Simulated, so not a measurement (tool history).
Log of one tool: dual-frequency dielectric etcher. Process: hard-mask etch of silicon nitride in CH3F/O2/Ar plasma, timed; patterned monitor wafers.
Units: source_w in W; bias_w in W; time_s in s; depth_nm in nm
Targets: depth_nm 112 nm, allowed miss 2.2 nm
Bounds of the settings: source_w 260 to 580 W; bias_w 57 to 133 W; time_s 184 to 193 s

run	day	source_w	bias_w	time_s	depth_nm
1	0	420	95	184	137.96
2	0.358	420	95	193	145.45
3	0.425	420	86	193	139.5
4	0.525	420	86	193	139.71
5	0.867	400	83	192.5	132.93
6	1.167	380	82	192.5	128.81
7	1.346	370	82	192.5	126.77
8	1.371	360	82	192.5	126.36
9	1.533	360	82	192.5	126.38
10	1.6	350	82	192.5	123.71
11	1.842	340	82	192.5	122.69
12	1.912	330	82	192.5	123.16
13	2.121	320	81	192.5	119.29
14	2.283	310	81	192.5	118.06
15	2.446	300	81	192.5	116.74

4 next moves are on the table. One of them brings every result within its allowed miss. Which?
A	2.608	260	104	187	?
B	2.608	260	93	186.5	?
C	2.608	300	88	187.5	?
D	2.608	310	82	189.5	?

move	depth_nm
A	119.26
B	112.49
C	117.3
D	116.1
A: further off than the last run
B: meets every target
C: further off than the last run
D: nearer than the last run, and not there yet
Move B is the one to make.

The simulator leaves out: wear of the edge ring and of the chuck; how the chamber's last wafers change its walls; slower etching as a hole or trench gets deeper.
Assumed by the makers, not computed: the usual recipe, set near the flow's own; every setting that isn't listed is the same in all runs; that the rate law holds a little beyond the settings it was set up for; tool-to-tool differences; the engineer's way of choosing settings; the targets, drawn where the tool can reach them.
